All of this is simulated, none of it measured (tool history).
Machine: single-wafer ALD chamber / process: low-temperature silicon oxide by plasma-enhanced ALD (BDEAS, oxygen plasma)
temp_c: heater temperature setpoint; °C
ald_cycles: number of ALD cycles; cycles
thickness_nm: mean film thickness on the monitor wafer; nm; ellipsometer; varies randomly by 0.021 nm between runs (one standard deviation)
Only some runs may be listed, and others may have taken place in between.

run,hour,temp_c,ald_cycles,thickness_nm
1,0,95,48,6.7278
2,8.1,97,48,6.6683
3,16,104,48,6.4932
4,20.3,105,48,6.5449
5,25.5,105,54,7.3961
6,28.4,113,54,7.2909
7,31.9,113,53,7.1557
8,37.6,113,52,6.9539
9,45.8,114,51,6.8483

Expected results for the next run?
10,46.8,114,50,?

{"run 10": {"thickness_nm": 6.6651}}
